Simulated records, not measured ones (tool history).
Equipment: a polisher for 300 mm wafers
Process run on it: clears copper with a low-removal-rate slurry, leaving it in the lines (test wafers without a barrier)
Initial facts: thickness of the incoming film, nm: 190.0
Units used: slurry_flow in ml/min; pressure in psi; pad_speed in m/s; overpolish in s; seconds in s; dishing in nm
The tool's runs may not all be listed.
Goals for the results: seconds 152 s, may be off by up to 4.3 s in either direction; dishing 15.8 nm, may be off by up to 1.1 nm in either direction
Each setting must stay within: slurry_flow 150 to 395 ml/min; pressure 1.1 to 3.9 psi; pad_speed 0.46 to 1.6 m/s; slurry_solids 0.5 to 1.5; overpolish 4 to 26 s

| run | hour | slurry_flow | pressure | pad_speed | slurry_solids | overpolish | seconds | dishing |
|---|---|---|---|---|---|---|---|---|
| 1 | 0 | 250 | 2.5 | 1.02 | 1 | 13 | 77.154 | 26.125 |
| 2 | 1.6 | 245 | 2.1 | 1 | 1 | 14 | 92.348 | 23.578 |
| 3 | 9.3 | 215 | 2.1 | 1 | 1 | 14 | 93.784 | 23.681 |
| 4 | 10.9 | 215 | 2.1 | 1 | 0.9 | 14 | 96.701 | 22.452 |
| 5 | 13.7 | 215 | 2.1 | 1 | 0.9 | 10 | 96.394 | 16.932 |
| 6 | 22.5 | 215 | 2.5 | 1 | 0.9 | 10 | 80.933 | 19.624 |
| 7 | 28.5 | 215 | 2.1 | 0.98 | 0.9 | 11 | 96.5 | 17.997 |
| 8 | 29.7 | 215 | 1.8 | 0.96 | 0.9 | 12 | 113.46 | 17.24 |
| 9 | 30.9 | 215 | 1.6 | 0.96 | 0.9 | 13 | 125.49 | 16.599 |
| 10 | 38.7 | 215 | 1.5 | 0.96 | 0.9 | 13 | 132.7 | 15.342 |
| 11 | 39.9 | 215 | 1.4 | 0.96 | 0.9 | 14 | 142.75 | 15.723 |

Of the 5 settings listed for the next run, only one would bring every result within its allowed miss of target. Which one?
| A | 41.1 | 240 | 1.2 | 1 | 1.1 | 13 | ? | ? |
| B | 41.1 | 210 | 1.5 | 0.92 | 1.05 | 13 | ? | ? |
| C | 41.1 | 185 | 1.4 | 0.82 | 0.9 | 19 | ? | ? |
| D | 41.1 | 195 | 1.2 | 1 | 0.95 | 16 | ? | ? |
| E | 41.1 | 170 | 1.2 | 1.12 | 0.9 | 15 | ? | ? |

| move | seconds | dishing |
|---|---|---|
| A | 152.44 | 13.523 |
| B | 134.77 | 15.271 |
| C | 160.74 | 18.413 |
| D | 160.6 | 15.638 |
| E | 153.84 | 15.328 |
A: the furthest-off result lands on target, but another misses its tolerance
B: further off than the last run
C: takes the biggest miss from the last run beyond its target
D: takes the biggest miss from the last run beyond its target
E: meets every target
So the answer is move E, the one that meets all the targets.
